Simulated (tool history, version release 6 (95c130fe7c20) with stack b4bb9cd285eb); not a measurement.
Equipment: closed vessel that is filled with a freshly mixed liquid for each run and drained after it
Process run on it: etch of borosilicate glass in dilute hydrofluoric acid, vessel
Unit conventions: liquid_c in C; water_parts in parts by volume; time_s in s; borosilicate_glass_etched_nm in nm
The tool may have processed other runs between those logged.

Run 1, hour 0.0: liquid_c 20.0 C, water_parts 150 parts by volume, time_s 35 s. Result: borosilicate_glass_etched_nm 4.1345 nm.
Run 2, hour 2.8: liquid_c 20.0 C, water_parts 195 parts by volume, time_s 35 s. Result: borosilicate_glass_etched_nm 3.0552 nm.
Run 3, hour 5.8: liquid_c 22.5 C, water_parts 155 parts by volume, time_s 35 s. Result: borosilicate_glass_etched_nm 4.4413 nm.
Run 4, hour 11.4: liquid_c 22.5 C, water_parts 100 parts by volume, time_s 35 s. Result: borosilicate_glass_etched_nm 7.3003 nm.
Run 5, hour 16.4: liquid_c 22.5 C, water_parts 60 parts by volume, time_s 35 s. Result: borosilicate_glass_etched_nm 12.6770 nm.
Run 6, hour 21.2: liquid_c 22.5 C, water_parts 110 parts by volume, time_s 35 s. Result: borosilicate_glass_etched_nm 6.4900 nm.
Run 7, hour 29.9: liquid_c 22.5 C, water_parts 95 parts by volume, time_s 35 s. Result: borosilicate_glass_etched_nm 7.7013 nm.
Run 8, hour 38.2: liquid_c 24.0 C, water_parts 90 parts by volume, time_s 35 s. Result: borosilicate_glass_etched_nm 8.6416 nm.
Run 9, hour 42.4: liquid_c 25.0 C, water_parts 85 parts by volume, time_s 35 s. Result: borosilicate_glass_etched_nm 9.6445 nm.

Run 10 comes next. What will it give?
Run 10, hour 46.1: liquid_c 25.5 C, water_parts 85 parts by volume, time_s 35 s. Result: borosilicate_glass_etched_nm ?.

borosilicate_glass_etched_nm: 9.7513 nm

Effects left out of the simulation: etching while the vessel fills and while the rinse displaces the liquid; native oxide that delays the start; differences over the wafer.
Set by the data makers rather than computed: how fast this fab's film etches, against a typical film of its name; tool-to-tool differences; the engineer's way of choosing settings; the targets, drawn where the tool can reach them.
